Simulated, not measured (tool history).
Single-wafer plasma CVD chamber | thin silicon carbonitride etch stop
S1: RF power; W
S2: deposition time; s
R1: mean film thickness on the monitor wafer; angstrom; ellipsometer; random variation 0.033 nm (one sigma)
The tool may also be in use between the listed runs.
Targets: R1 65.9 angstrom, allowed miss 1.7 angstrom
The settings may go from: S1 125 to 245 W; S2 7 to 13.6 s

run    day   S1    S2      R1
  1      0  185  10.3  57.545
  2  0.033  190  10.4  59.245
  3  0.362  170  10.4  55.698
  4    0.4  170    11    59.5
  5  0.475  150    11  56.097
  6  0.679  155    11  56.787
  7   1.05  160    11  58.194
  8   1.35  165    11  58.394
  9    1.4  195    12  68.606
 10  1.517  195    12  68.714
 11  1.596  195    12  68.469

5 next moves are on the table. One of them brings every result within its allowed miss. Which?
  A  1.675  205  12.4   ?
  B  1.675  210  12.3   ?
  C  1.675  190  11.7   ?
  D  1.675  200    12   ?
  E  1.675  245  11.7   ?

move      R1
   A  72.046
   B  72.176
   C  65.851
   D  69.012
   E  73.003
A: further off than the last run
B: further off than the last run
C: meets every target
D: further off than the last run
E: further off than the last run
The right move is C.
